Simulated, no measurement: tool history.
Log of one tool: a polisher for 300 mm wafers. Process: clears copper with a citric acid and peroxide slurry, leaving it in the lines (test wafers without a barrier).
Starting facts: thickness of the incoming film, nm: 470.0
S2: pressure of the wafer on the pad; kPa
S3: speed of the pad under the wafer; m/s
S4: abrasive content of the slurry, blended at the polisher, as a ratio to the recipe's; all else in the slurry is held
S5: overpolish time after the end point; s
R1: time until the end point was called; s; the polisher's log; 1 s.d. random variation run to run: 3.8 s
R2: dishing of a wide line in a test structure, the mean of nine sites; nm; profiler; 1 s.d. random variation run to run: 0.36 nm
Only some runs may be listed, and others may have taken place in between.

Run 1, hour 0: flow of slurry (ml/min) 180, S2 24.8 kPa, S3 1.14 m/s, S4 1, S5 27 s. Result: R1 143.95 s, R2 55.194 nm.
Run 2, hour 8.2: flow of slurry (ml/min) 180, S2 21.4 kPa, S3 1.14 m/s, S4 1, S5 27 s. Result: R1 168.45 s, R2 48.265 nm.
Run 3, hour 13: flow of slurry (ml/min) 180, S2 20.7 kPa, S3 1.12 m/s, S4 1, S5 25 s. Result: R1 175.48 s, R2 42.604 nm.
Run 4, hour 20.9: flow of slurry (ml/min) 180, S2 20.7 kPa, S3 1.12 m/s, S4 1, S5 15 s. Result: R1 177.55 s, R2 29.072 nm.
Run 5, hour 29.7: flow of slurry (ml/min) 180, S2 20 kPa, S3 1.1 m/s, S4 1, S5 15 s. Result: R1 183.92 s, R2 27.449 nm.
Run 6, hour 33.3: flow of slurry (ml/min) 180, S2 20 kPa, S3 1.1 m/s, S4 1, S5 9 s. Result: R1 188.8 s, R2 16.575 nm.
Run 7, hour 35: flow of slurry (ml/min) 180, S2 19.3 kPa, S3 1.08 m/s, S4 1, S5 10 s. Result: R1 191.75 s, R2 18.198 nm.
Run 8, hour 40.9: flow of slurry (ml/min) 175, S2 18.6 kPa, S3 1.06 m/s, S4 1, S5 11 s. Result: R1 202.48 s, R2 18.378 nm.
Run 9, hour 46.6: flow of slurry (ml/min) 175, S2 17.9 kPa, S3 1.04 m/s, S4 1, S5 12 s. Result: R1 212.76 s, R2 20.072 nm.
Run 10, hour 53: flow of slurry (ml/min) 175, S2 17.2 kPa, S3 1.02 m/s, S4 1, S5 12 s. Result: R1 221.3 s, R2 18.993 nm.
At hour 53.8: worn pad replaced by a new one.
Run 11, hour 53.8: flow of slurry (ml/min) 175, S2 16.5 kPa, S3 1 m/s, S4 1, S5 12 s. Result: R1 215.6 s, R2 18.729 nm.

Predict the results of run 12:
Run 12, hour 55.5: flow of slurry (ml/min) 170, S2 15.9 kPa, S3 0.96 m/s, S4 1, S5 13 s. Result: R1 ?, R2 ?.

R1: 240.7 s
R2: 18.766 nm

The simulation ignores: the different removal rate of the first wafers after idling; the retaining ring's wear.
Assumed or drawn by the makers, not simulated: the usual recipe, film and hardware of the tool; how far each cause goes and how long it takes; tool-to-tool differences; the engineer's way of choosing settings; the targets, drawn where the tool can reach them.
